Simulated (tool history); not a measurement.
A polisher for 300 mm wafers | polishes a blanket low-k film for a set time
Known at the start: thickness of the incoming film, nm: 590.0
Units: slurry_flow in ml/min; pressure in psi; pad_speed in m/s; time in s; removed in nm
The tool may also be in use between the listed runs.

run	day	slurry_flow	pressure	pad_speed	slurry_solids	time	removed
1	0.000	125	2.3	0.86	1.0	30	11.9320
2	0.204	120	2.1	0.86	1.0	30	10.7940
3	0.550	150	2.1	0.86	1.0	30	10.8730
4	0.721	150	2.0	0.86	1.0	30	10.7380
5	0.996	150	1.9	0.86	1.0	30	10.1040
6	1.071	165	1.9	0.86	1.0	30	10.4180
7	1.292	165	1.8	0.86	1.0	30	9.5265
8	1.658	165	1.7	0.86	1.0	30	9.2136
9	1.750	165	1.6	0.86	1.0	30	8.7889

Run 10 comes next. What will it give?
10	1.804	165	1.5	0.86	1.0	30	?

removed: 8.1512 nm
